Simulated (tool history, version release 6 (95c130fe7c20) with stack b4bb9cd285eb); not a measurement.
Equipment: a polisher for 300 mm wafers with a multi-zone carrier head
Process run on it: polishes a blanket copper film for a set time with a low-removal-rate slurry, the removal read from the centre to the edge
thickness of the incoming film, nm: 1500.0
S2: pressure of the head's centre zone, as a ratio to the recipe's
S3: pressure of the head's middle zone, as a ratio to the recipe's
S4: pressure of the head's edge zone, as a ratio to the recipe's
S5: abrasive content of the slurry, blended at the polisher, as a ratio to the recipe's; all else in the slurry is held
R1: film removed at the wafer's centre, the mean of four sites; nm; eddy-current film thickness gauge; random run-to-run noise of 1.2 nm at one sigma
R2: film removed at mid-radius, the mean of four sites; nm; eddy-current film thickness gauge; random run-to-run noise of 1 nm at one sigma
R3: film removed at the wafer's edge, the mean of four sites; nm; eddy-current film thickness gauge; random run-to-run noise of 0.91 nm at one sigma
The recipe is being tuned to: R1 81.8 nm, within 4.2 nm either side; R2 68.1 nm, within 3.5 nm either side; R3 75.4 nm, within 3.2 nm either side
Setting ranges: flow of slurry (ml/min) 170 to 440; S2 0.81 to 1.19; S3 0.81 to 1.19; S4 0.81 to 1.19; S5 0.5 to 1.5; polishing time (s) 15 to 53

Run 1, hour 0: flow of slurry (ml/min) 280, S2 1, S3 1, S4 1, S5 1, polishing time (s) 34. Result: R1 104.76 nm, R2 106.04 nm, R3 107.85 nm.
Run 2, hour 4.5: flow of slurry (ml/min) 280, S2 1, S3 1, S4 1, S5 0.9, polishing time (s) 34. Result: R1 106.64 nm, R2 106.11 nm, R3 107.75 nm.
Run 3, hour 12.5: flow of slurry (ml/min) 280, S2 1, S3 1, S4 1, S5 1, polishing time (s) 34. Result: R1 104.15 nm, R2 111.02 nm, R3 108.09 nm.
Run 4, hour 18.4: flow of slurry (ml/min) 280, S2 1, S3 0.99, S4 0.99, S5 0.95, polishing time (s) 33. Result: R1 102.93 nm, R2 102.89 nm, R3 103.43 nm.
Run 5, hour 26.7: flow of slurry (ml/min) 280, S2 0.99, S3 0.98, S4 0.98, S5 0.9, polishing time (s) 32. Result: R1 98.294 nm, R2 100.78 nm, R3 97.956 nm.
Run 6, hour 28.5: flow of slurry (ml/min) 275, S2 1, S3 0.96, S4 0.99, S5 0.9, polishing time (s) 31. Result: R1 96.238 nm, R2 95.295 nm, R3 97.079 nm.
Run 7, hour 36.9: flow of slurry (ml/min) 275, S2 1, S3 0.95, S4 0.99, S5 0.85, polishing time (s) 30. Result: R1 93.955 nm, R2 88.354 nm, R3 91.845 nm.
Run 8, hour 38.5: flow of slurry (ml/min) 275, S2 1, S3 0.94, S4 0.99, S5 0.8, polishing time (s) 30. Result: R1 92.964 nm, R2 85.387 nm, R3 94.004 nm.
Run 9, hour 47.5: flow of slurry (ml/min) 275, S2 1, S3 0.93, S4 0.98, S5 0.8, polishing time (s) 30. Result: R1 92.665 nm, R2 85.4 nm, R3 90.899 nm.
Run 10, hour 53.5: flow of slurry (ml/min) 275, S2 1, S3 0.93, S4 0.98, S5 0.8, polishing time (s) 30. Result: R1 93.044 nm, R2 87.691 nm, R3 90.642 nm.

Exactly one of the 4 candidate moves below puts every result within its allowed miss. Which one?
Run A, hour 59.5: flow of slurry (ml/min) 280, S2 0.87, S3 0.9, S4 0.92, S5 1, polishing time (s) 26. Result: R1 ?, R2 ?, R3 ?.
Run B, hour 59.5: flow of slurry (ml/min) 265, S2 0.91, S3 0.99, S4 0.9, S5 0.8, polishing time (s) 26. Result: R1 ?, R2 ?, R3 ?.
Run C, hour 59.5: flow of slurry (ml/min) 285, S2 1.08, S3 0.88, S4 0.97, S5 0.65, polishing time (s) 25. Result: R1 ?, R2 ?, R3 ?.
Run D, hour 59.5: flow of slurry (ml/min) 220, S2 0.96, S3 0.89, S4 0.9, S5 0.75, polishing time (s) 29. Result: R1 ?, R2 ?, R3 ?.

move      R1      R2      R3
   A  72.271  76.748  79.956
   B  72.861  80.056   76.24
   C  81.413  68.163  74.248
   D  83.464  79.672  83.393
A: nearer than the last run, and not there yet
B: nearer than the last run, and not there yet
C: in spec on every target
D: nearer than the last run, and not there yet
The right move is C.
